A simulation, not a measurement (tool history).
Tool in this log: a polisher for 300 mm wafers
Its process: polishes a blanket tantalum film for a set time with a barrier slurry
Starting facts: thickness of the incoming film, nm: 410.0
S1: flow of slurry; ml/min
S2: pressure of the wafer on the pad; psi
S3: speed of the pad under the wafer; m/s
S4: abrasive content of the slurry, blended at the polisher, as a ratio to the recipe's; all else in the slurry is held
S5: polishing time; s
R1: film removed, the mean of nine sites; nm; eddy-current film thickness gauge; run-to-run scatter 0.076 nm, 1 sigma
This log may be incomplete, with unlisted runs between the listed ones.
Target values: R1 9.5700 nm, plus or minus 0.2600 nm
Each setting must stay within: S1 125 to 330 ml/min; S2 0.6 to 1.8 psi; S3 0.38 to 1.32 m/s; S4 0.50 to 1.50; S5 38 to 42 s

| run | hour | S1 | S2 | S3 | S4 | S5 | R1 |
|---|---|---|---|---|---|---|---|
| 1 | 0.0 | 210 | 1.2 | 0.84 | 1.00 | 42 | 30.0710 |
| 2 | 7.6 | 210 | 1.1 | 0.78 | 1.00 | 42 | 25.6700 |
| 3 | 10.1 | 210 | 1.0 | 0.74 | 1.00 | 42 | 22.4670 |
| 4 | 11.0 | 240 | 1.0 | 0.74 | 1.00 | 42 | 22.6930 |
| 5 | 12.6 | 240 | 1.0 | 0.70 | 1.00 | 42 | 21.3170 |
| 6 | 17.6 | 240 | 0.9 | 0.70 | 1.00 | 42 | 19.4550 |
| 7 | 24.0 | 240 | 0.9 | 0.66 | 1.00 | 42 | 18.3590 |
| 8 | 25.6 | 210 | 0.6 | 0.42 | 0.90 | 42 | 7.8106 |
| 9 | 30.3 | 220 | 0.6 | 0.42 | 0.90 | 42 | 7.9495 |
| 10 | 38.1 | 230 | 0.6 | 0.42 | 0.90 | 42 | 7.9043 |
| 11 | 46.4 | 230 | 0.9 | 0.42 | 0.90 | 42 | 11.6370 |
| 12 | 50.7 | 205 | 0.7 | 0.42 | 0.90 | 42 | 9.0985 |

Next run, 4 choices. One meets every target within its allowed miss, the rest don't. Which?
| A | 55.0 | 285 | 0.7 | 0.44 | 0.75 | 42 | ? |
| B | 55.0 | 185 | 0.7 | 0.46 | 1.15 | 42 | ? |
| C | 55.0 | 225 | 0.8 | 0.42 | 0.90 | 41 | ? |
| D | 55.0 | 255 | 0.7 | 0.42 | 0.95 | 41 | ? |

| move | R1 |
|---|---|
| A | 9.4693 |
| B | 10.0570 |
| C | 10.0920 |
| D | 9.1047 |
A: hits every target within its allowed miss
B: moves the result that the last run missed by most past its target, out the other side
C: moves the result that the last run missed by most past its target, out the other side
D: about as far from the targets as the last run
Answer: A
